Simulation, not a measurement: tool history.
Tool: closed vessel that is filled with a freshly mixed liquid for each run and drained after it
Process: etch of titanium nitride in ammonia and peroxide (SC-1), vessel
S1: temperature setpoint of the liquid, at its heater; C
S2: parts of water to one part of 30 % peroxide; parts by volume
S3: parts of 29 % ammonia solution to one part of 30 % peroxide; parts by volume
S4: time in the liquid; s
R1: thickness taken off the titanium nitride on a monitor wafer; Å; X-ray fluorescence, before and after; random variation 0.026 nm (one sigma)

Run 1, hour 0.0: S1 48.0 C, S2 11.0 parts by volume, S3 0.5 parts by volume, S4 40 s. Result: R1 40.682 Å.
Run 2, hour 2.4: S1 46.5 C, S2 11.0 parts by volume, S3 0.5 parts by volume, S4 40 s. Result: R1 35.929 Å.
Run 3, hour 10.0: S1 46.0 C, S2 11.0 parts by volume, S3 0.5 parts by volume, S4 40 s. Result: R1 34.982 Å.
Run 4, hour 16.3: S1 51.0 C, S2 11.0 parts by volume, S3 0.5 parts by volume, S4 40 s. Result: R1 48.999 Å.
Run 5, hour 22.6: S1 51.0 C, S2 7.5 parts by volume, S3 0.5 parts by volume, S4 40 s. Result: R1 60.830 Å.
Run 6, hour 30.1: S1 51.0 C, S2 7.5 parts by volume, S3 0.5 parts by volume, S4 30 s. Result: R1 45.875 Å.
Run 7, hour 34.4: S1 44.0 C, S2 7.5 parts by volume, S3 0.5 parts by volume, S4 30 s. Result: R1 27.487 Å.

The next listed run, before its measurement:
Run 8, hour 41.5: S1 44.5 C, S2 7.5 parts by volume, S3 0.5 parts by volume, S4 30 s. Result: R1 ?.

R1: 28.478 Å
